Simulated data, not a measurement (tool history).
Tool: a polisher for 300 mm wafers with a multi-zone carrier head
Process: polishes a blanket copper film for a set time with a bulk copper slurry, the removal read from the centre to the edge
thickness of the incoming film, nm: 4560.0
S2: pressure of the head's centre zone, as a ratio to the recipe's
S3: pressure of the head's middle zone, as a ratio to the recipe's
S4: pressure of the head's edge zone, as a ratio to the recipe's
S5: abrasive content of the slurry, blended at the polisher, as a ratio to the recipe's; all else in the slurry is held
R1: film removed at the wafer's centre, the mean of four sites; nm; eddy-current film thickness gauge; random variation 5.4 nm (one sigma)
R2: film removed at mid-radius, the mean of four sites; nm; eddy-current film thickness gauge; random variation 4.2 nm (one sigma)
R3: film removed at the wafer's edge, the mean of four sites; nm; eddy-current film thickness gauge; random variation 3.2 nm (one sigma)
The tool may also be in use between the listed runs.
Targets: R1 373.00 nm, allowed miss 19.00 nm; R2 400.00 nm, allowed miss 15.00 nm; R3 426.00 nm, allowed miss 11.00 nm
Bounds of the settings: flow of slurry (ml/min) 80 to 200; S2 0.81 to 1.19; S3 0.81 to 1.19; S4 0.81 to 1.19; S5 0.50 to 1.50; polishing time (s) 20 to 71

run 1 hour=0.0 | flow_of_slurry_(ml/min)=130 S2=1.00 S3=1.00 S4=1.00 S5=1.00 polishing_time_(s)=45 | R1=455.59 R2=463.81 R3=469.23
run 2 hour=1.5 | flow_of_slurry_(ml/min)=125 S2=0.99 S3=0.99 S4=0.99 S5=1.00 polishing_time_(s)=45 | R1=451.87 R2=467.58 R3=451.69
run 3 hour=6.5 | flow_of_slurry_(ml/min)=125 S2=0.99 S3=0.99 S4=0.99 S5=1.20 polishing_time_(s)=45 | R1=477.51 R2=479.49 R3=476.98
run 4 hour=13.6 | flow_of_slurry_(ml/min)=125 S2=0.99 S3=0.99 S4=0.92 S5=1.20 polishing_time_(s)=45 | R1=483.12 R2=480.84 R3=461.02
run 5 hour=15.2 | flow_of_slurry_(ml/min)=125 S2=0.99 S3=0.99 S4=0.92 S5=1.20 polishing_time_(s)=55 | R1=582.27 R2=586.72 R3=559.43
run 6 hour=15.8 | flow_of_slurry_(ml/min)=120 S2=0.97 S3=0.97 S4=0.92 S5=1.10 polishing_time_(s)=54 | R1=524.00 R2=551.51 R3=544.05
run 7 hour=19.3 | flow_of_slurry_(ml/min)=120 S2=0.97 S3=0.96 S4=0.91 S5=1.00 polishing_time_(s)=53 | R1=517.86 R2=524.73 R3=522.46
run 8 hour=26.5 | flow_of_slurry_(ml/min)=115 S2=0.96 S3=0.95 S4=0.90 S5=0.95 polishing_time_(s)=52 | R1=476.03 R2=510.28 R3=500.46
run 9 hour=33.2 | flow_of_slurry_(ml/min)=110 S2=0.96 S3=0.93 S4=0.90 S5=0.90 polishing_time_(s)=51 | R1=465.69 R2=477.96 R3=485.65
run 10 hour=34.9 | flow_of_slurry_(ml/min)=105 S2=0.95 S3=0.92 S4=0.89 S5=0.85 polishing_time_(s)=51 | R1=448.31 R2=470.54 R3=465.08
run 11 hour=38.7 | flow_of_slurry_(ml/min)=85 S2=0.87 S3=0.82 S4=0.95 S5=0.70 polishing_time_(s)=49 | R1=349.95 R2=375.78 R3=423.24

Which of these 4 next moves meets every target?
run A hour=42.5 | flow_of_slurry_(ml/min)=80 S2=0.81 S3=0.96 S4=0.90 S5=0.60 polishing_time_(s)=52 | R1=? R2=? R3=?
run B hour=42.5 | flow_of_slurry_(ml/min)=85 S2=0.91 S3=0.88 S4=0.93 S5=0.50 polishing_time_(s)=53 | R1=? R2=? R3=?
run C hour=42.5 | flow_of_slurry_(ml/min)=105 S2=0.82 S3=0.93 S4=0.83 S5=0.70 polishing_time_(s)=49 | R1=? R2=? R3=?
run D hour=42.5 | flow_of_slurry_(ml/min)=80 S2=0.90 S3=0.83 S4=0.91 S5=0.70 polishing_time_(s)=49 | R1=? R2=? R3=?

move=A R1=323.20 R2=410.45 R3=426.60
move=B R1=370.04 R2=395.19 R3=434.24
move=C R1=355.63 R2=430.56 R3=428.37
move=D R1=347.69 R2=364.92 R3=415.11
A: brings the result that was furthest off to its target, and leaves another outside
B: meets every target
C: takes the result that was furthest off past its target
D: further off than the last run
Answer: B
